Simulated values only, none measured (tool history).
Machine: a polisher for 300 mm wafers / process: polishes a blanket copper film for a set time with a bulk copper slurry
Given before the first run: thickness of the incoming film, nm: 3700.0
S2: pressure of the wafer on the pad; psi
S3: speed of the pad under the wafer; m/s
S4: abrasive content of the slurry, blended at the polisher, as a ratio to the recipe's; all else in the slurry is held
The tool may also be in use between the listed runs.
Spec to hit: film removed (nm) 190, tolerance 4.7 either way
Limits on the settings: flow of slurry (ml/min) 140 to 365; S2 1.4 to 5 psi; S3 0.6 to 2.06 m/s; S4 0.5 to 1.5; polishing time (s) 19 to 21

Run 1, hour 0: flow of slurry (ml/min) 235, S2 3.2 psi, S3 1.32 m/s, S4 1, polishing time (s) 21. Result: film removed (nm) 275.46.
Run 2, hour 1.8: flow of slurry (ml/min) 235, S2 3.1 psi, S3 1.32 m/s, S4 1, polishing time (s) 21. Result: film removed (nm) 266.4.
Run 3, hour 6.1: flow of slurry (ml/min) 235, S2 3 psi, S3 1.32 m/s, S4 1, polishing time (s) 21. Result: film removed (nm) 258.66.
Run 4, hour 13.2: flow of slurry (ml/min) 235, S2 2.9 psi, S3 1.32 m/s, S4 1, polishing time (s) 21. Result: film removed (nm) 248.72.
Run 5, hour 16.7: flow of slurry (ml/min) 235, S2 2.9 psi, S3 1.5 m/s, S4 1, polishing time (s) 21. Result: film removed (nm) 281.19.
Run 6, hour 24.1: flow of slurry (ml/min) 235, S2 2.8 psi, S3 1.5 m/s, S4 1, polishing time (s) 21. Result: film removed (nm) 270.45.
Run 7, hour 30.1: flow of slurry (ml/min) 235, S2 2.7 psi, S3 1.5 m/s, S4 1, polishing time (s) 21. Result: film removed (nm) 262.4.
Run 8, hour 38.2: flow of slurry (ml/min) 235, S2 2.7 psi, S3 1.5 m/s, S4 1, polishing time (s) 21. Result: film removed (nm) 264.5.
Run 9, hour 44.3: flow of slurry (ml/min) 235, S2 2.6 psi, S3 1.5 m/s, S4 1, polishing time (s) 21. Result: film removed (nm) 251.71.

4 next moves are on the table. One of them brings every result within its allowed miss. Which?
Run A, hour 50.4: flow of slurry (ml/min) 190, S2 2.5 psi, S3 1.32 m/s, S4 0.95, polishing time (s) 19. Result: film removed (nm) ?.
Run B, hour 50.4: flow of slurry (ml/min) 300, S2 3.6 psi, S3 1.44 m/s, S4 0.7, polishing time (s) 21. Result: film removed (nm) ?.
Run C, hour 50.4: flow of slurry (ml/min) 315, S2 2.3 psi, S3 1.58 m/s, S4 0.95, polishing time (s) 20. Result: film removed (nm) ?.
Run D, hour 50.4: flow of slurry (ml/min) 145, S2 1.8 psi, S3 1.78 m/s, S4 0.85, polishing time (s) 19. Result: film removed (nm) ?.

move  film removed (nm)
   A             189.96
   B             317.78
   C             226.35
   D             168.63
A: all results in spec
B: lands further from the targets than the last run did
C: nearer the targets than the last run, but a result is still out of spec
D: takes the result that was furthest off past its target
The move that meets every target is A.

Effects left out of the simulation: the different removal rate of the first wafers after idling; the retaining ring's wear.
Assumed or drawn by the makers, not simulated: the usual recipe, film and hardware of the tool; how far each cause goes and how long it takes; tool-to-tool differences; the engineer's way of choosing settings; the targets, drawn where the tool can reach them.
